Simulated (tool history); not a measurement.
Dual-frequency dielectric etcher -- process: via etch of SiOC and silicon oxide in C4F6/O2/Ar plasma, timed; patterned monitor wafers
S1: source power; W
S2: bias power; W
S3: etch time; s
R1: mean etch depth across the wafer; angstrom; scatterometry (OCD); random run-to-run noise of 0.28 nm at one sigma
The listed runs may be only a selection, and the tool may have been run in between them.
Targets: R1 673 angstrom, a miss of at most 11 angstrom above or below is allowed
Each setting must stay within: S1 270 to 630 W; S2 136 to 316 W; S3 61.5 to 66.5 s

{"run": 1, "day": 0.0, "S1": 450, "S2": 226, "S3": 66.5, "R1": 817.82}
{"run": 2, "day": 0.304, "S1": 410, "S2": 218, "S3": 66.5, "R1": 778.74}
{"run": 3, "day": 0.5, "S1": 410, "S2": 181, "S3": 66.5, "R1": 740.36}
{"run": 4, "day": 0.546, "S1": 390, "S2": 179, "S3": 66.5, "R1": 716.86}
{"run": 5, "day": 0.838, "S1": 380, "S2": 178, "S3": 66.5, "R1": 708.36}
{"run": 6, "day": 1.075, "S1": 370, "S2": 177, "S3": 66.5, "R1": 703.48}
{"run": 7, "day": 1.133, "S1": 370, "S2": 177, "S3": 66.5, "R1": 702.05}
{"run": 8, "day": 1.188, "S1": 370, "S2": 177, "S3": 66.5, "R1": 699.37}
{"run": 9, "day": 1.212, "S1": 360, "S2": 177, "S3": 66.5, "R1": 690.37}

Which single option among these 5 for the next run brings every result within its allowed miss of target? Just one does.
{"run": "A", "day": 1.238, "S1": 370, "S2": 216, "S3": 64, "R1": "?"}
{"run": "B", "day": 1.238, "S1": 340, "S2": 191, "S3": 65, "R1": "?"}
{"run": "C", "day": 1.238, "S1": 390, "S2": 183, "S3": 65.5, "R1": "?"}
{"run": "D", "day": 1.238, "S1": 410, "S2": 169, "S3": 64.5, "R1": "?"}
{"run": "E", "day": 1.238, "S1": 420, "S2": 181, "S3": 62.5, "R1": "?"}

move=A R1=710.65
move=B R1=670.63
move=C R1=705.75
move=D R1=692.64
move=E R1=691.94
A: further off than the last run
B: every result lands within tolerance
C: further off than the last run
D: further off than the last run
E: further off than the last run
B meets every target.

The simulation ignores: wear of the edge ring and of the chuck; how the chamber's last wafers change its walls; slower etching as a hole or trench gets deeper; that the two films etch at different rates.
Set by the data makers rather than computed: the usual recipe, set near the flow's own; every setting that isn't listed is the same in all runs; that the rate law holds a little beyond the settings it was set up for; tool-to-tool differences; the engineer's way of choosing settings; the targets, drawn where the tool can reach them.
